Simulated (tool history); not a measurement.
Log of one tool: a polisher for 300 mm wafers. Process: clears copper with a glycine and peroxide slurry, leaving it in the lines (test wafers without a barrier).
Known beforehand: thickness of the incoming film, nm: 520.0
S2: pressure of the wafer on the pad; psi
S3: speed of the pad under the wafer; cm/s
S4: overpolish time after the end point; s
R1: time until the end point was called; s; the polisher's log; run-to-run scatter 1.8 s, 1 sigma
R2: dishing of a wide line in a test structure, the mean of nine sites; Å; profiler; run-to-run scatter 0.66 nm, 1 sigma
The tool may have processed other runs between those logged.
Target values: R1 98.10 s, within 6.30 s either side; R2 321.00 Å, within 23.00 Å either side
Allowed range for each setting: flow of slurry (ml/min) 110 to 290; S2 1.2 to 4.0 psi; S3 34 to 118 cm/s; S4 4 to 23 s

Run 1, hour 0.0: flow of slurry (ml/min) 185, S2 2.6 psi, S3 76 cm/s, S4 12 s. Result: R1 138.92 s, R2 293.76 Å.
Run 2, hour 7.2: flow of slurry (ml/min) 185, S2 2.6 psi, S3 94 cm/s, S4 12 s. Result: R1 123.41 s, R2 305.87 Å.
Run 3, hour 12.2: flow of slurry (ml/min) 185, S2 2.3 psi, S3 94 cm/s, S4 12 s. Result: R1 133.44 s, R2 288.67 Å.
Run 4, hour 15.8: flow of slurry (ml/min) 185, S2 2.3 psi, S3 94 cm/s, S4 17 s. Result: R1 131.30 s, R2 376.30 Å.
Run 5, hour 23.9: flow of slurry (ml/min) 185, S2 2.3 psi, S3 108 cm/s, S4 17 s. Result: R1 120.23 s, R2 394.15 Å.
Run 6, hour 29.8: flow of slurry (ml/min) 215, S2 2.3 psi, S3 108 cm/s, S4 17 s. Result: R1 119.92 s, R2 394.69 Å.
Run 7, hour 33.8: flow of slurry (ml/min) 215, S2 2.4 psi, S3 110 cm/s, S4 16 s. Result: R1 117.86 s, R2 393.70 Å.
Run 8, hour 40.3: flow of slurry (ml/min) 215, S2 2.5 psi, S3 112 cm/s, S4 15 s. Result: R1 109.68 s, R2 406.87 Å.
Run 9, hour 46.5: flow of slurry (ml/min) 215, S2 2.5 psi, S3 112 cm/s, S4 14 s. Result: R1 110.86 s, R2 369.60 Å.
Run 10, hour 53.9: flow of slurry (ml/min) 215, S2 2.5 psi, S3 112 cm/s, S4 13 s. Result: R1 110.50 s, R2 360.01 Å.
Run 11, hour 58.0: flow of slurry (ml/min) 215, S2 2.5 psi, S3 112 cm/s, S4 12 s. Result: R1 108.74 s, R2 340.24 Å.
Run 12, hour 63.0: flow of slurry (ml/min) 215, S2 2.6 psi, S3 114 cm/s, S4 10 s. Result: R1 103.59 s, R2 303.63 Å.

Which of these 5 next moves meets every target?
Run A, hour 68.0: flow of slurry (ml/min) 250, S2 2.7 psi, S3 116 cm/s, S4 8 s. Result: R1 ?, R2 ?.
Run B, hour 68.0: flow of slurry (ml/min) 225, S2 2.4 psi, S3 118 cm/s, S4 11 s. Result: R1 ?, R2 ?.
Run C, hour 68.0: flow of slurry (ml/min) 265, S2 2.7 psi, S3 96 cm/s, S4 12 s. Result: R1 ?, R2 ?.
Run D, hour 68.0: flow of slurry (ml/min) 255, S2 2.7 psi, S3 118 cm/s, S4 10 s. Result: R1 ?, R2 ?.
Run E, hour 68.0: flow of slurry (ml/min) 255, S2 2.3 psi, S3 108 cm/s, S4 13 s. Result: R1 ?, R2 ?.

move      R1      R2
   A  102.88  263.81
   B  113.40  314.75
   C  116.05  333.00
   D  101.44  318.94
   E  122.71  337.89
A: the furthest-off result lands on target, but another misses its tolerance
B: misses by more than the last run did
C: misses by more than the last run did
D: meets every target
E: misses by more than the last run did
Correct choice: D, which meets every target
